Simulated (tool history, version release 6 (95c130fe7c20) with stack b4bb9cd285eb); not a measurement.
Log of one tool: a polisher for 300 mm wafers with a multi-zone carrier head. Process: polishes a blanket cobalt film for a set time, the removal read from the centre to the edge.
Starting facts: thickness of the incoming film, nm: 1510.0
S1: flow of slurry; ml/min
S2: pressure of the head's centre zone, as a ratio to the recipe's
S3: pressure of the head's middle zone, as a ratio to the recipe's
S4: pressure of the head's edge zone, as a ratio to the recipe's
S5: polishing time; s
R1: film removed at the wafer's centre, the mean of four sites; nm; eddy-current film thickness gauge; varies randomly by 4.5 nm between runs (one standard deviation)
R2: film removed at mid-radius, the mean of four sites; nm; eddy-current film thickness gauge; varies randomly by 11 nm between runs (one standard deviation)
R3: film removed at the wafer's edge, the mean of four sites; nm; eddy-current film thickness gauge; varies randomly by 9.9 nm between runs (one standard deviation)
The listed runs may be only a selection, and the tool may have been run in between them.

{"run": 1, "hour": 0.0, "S1": 195, "S2": 1.0, "S3": 1.0, "S4": 1.0, "S5": 87, "R1": 543.52, "R2": 548.5, "R3": 567.26}
{"run": 2, "hour": 7.9, "S1": 195, "S2": 1.0, "S3": 1.04, "S4": 1.0, "S5": 87, "R1": 545.29, "R2": 565.64, "R3": 556.54}
{"run": 3, "hour": 8.8, "S1": 230, "S2": 1.0, "S3": 1.04, "S4": 1.0, "S5": 87, "R1": 558.85, "R2": 587.25, "R3": 563.3}
{"run": 4, "hour": 17.8, "S1": 230, "S2": 1.0, "S3": 1.04, "S4": 1.0, "S5": 97, "R1": 617.02, "R2": 646.92, "R3": 629.74}
{"run": 5, "hour": 18.8, "S1": 230, "S2": 1.0, "S3": 1.12, "S4": 1.0, "S5": 97, "R1": 624.58, "R2": 692.63, "R3": 629.0}
{"run": 6, "hour": 26.0, "S1": 230, "S2": 1.0, "S3": 1.04, "S4": 1.0, "S5": 97, "R1": 626.16, "R2": 640.2, "R3": 633.14}
{"run": 7, "hour": 31.7, "S1": 240, "S2": 1.01, "S3": 1.07, "S4": 1.01, "S5": 98, "R1": 636.52, "R2": 666.38, "R3": 632.04}

The next listed run, before its measurement:
{"run": 8, "hour": 36.9, "S1": 240, "S2": 1.01, "S3": 1.07, "S4": 1.01, "S5": 98, "R1": "?", "R2": "?", "R3": "?"}

R1: 642.72 nm
R2: 675.40 nm
R3: 638.62 nm

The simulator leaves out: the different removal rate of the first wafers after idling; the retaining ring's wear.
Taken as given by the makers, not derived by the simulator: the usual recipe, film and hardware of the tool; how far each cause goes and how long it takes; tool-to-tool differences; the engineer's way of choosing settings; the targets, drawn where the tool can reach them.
